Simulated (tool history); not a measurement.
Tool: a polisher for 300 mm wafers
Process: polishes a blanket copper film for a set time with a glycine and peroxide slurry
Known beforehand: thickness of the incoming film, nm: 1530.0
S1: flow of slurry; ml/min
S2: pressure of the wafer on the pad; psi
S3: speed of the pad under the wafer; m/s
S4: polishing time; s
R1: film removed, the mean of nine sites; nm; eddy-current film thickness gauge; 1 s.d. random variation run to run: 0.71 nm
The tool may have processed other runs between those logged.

run 1 day=0.000 | S1=175 S2=3.2 S3=1.00 S4=17 | R1=85.512
run 2 day=0.108 | S1=185 S2=3.4 S3=1.00 S4=17 | R1=91.001
run 3 day=0.342 | S1=195 S2=3.5 S3=1.00 S4=17 | R1=92.992
run 4 day=0.642 | S1=195 S2=3.5 S3=0.84 S4=17 | R1=79.839
run 5 day=0.783 | S1=195 S2=3.8 S3=0.84 S4=17 | R1=85.142
run 6 day=1.154 | S1=235 S2=3.8 S3=0.84 S4=17 | R1=87.883
run 7 day=1.371 | S1=235 S2=4.0 S3=0.84 S4=17 | R1=90.589

What will run 8 give?
run 8 day=1.454 | S1=235 S2=4.2 S3=0.84 S4=17 | R1=?

{"run 8": {"R1": 94.952}}
